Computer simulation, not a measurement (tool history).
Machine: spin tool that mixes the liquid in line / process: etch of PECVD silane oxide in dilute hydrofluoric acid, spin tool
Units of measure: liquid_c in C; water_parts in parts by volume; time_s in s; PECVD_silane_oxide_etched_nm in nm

Run 1, hour 0.0: liquid_c 21.0 C, water_parts 120 parts by volume, time_s 35 s. Result: PECVD_silane_oxide_etched_nm 5.6704 nm.
Run 2, hour 3.8: liquid_c 21.0 C, water_parts 120 parts by volume, time_s 35 s. Result: PECVD_silane_oxide_etched_nm 5.6328 nm.
Run 3, hour 4.8: liquid_c 21.0 C, water_parts 120 parts by volume, time_s 35 s. Result: PECVD_silane_oxide_etched_nm 5.6321 nm.
Run 4, hour 13.4: liquid_c 22.5 C, water_parts 105 parts by volume, time_s 35 s. Result: PECVD_silane_oxide_etched_nm 6.9635 nm.
Run 5, hour 17.4: liquid_c 24.0 C, water_parts 90 parts by volume, time_s 35 s. Result: PECVD_silane_oxide_etched_nm 8.7194 nm.
Run 6, hour 26.0: liquid_c 27.0 C, water_parts 90 parts by volume, time_s 35 s. Result: PECVD_silane_oxide_etched_nm 9.8922 nm.

The next listed run, before its measurement:
Run 7, hour 33.6: liquid_c 27.5 C, water_parts 80 parts by volume, time_s 35 s. Result: PECVD_silane_oxide_etched_nm ?.

PECVD_silane_oxide_etched_nm: 11.4690 nm
